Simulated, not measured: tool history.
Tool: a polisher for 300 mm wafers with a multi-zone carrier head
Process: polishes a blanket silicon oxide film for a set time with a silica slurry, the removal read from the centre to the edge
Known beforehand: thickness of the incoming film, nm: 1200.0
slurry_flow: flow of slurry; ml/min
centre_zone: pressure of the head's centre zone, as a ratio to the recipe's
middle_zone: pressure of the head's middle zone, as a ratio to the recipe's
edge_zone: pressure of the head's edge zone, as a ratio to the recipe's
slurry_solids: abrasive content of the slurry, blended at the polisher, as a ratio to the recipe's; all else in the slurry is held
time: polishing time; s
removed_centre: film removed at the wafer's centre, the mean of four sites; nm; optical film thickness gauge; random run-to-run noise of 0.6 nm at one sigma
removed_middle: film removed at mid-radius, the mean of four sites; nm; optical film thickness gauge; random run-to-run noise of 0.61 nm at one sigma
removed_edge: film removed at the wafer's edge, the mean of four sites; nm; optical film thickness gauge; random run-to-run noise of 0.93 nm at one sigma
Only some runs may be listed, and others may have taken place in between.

run,hour,slurry_flow,centre_zone,middle_zone,edge_zone,slurry_solids,time,removed_centre,removed_middle,removed_edge
1,0.0,180,1.00,1.00,1.00,1.00,45,135.530,141.090,131.510
2,8.5,175,1.00,0.96,0.95,0.85,43,123.120,121.270,119.280
3,14.3,175,1.00,0.96,0.91,0.85,43,122.590,122.400,114.930
4,17.4,175,1.00,0.95,0.88,0.75,40,109.510,105.900,100.800
5,18.7,175,0.94,0.95,0.88,0.75,40,101.830,105.790,100.160
6,20.7,180,0.95,0.94,0.86,0.65,39,95.670,98.048,92.372
7,22.7,175,0.96,0.92,0.84,0.60,38,91.090,90.709,86.241

What will run 8 give?
8,30.7,165,0.97,0.91,0.83,0.60,38,?,?,?

{"run 8": {"removed_centre": 90.366, "removed_middle": 88.684, "removed_edge": 84.371}}
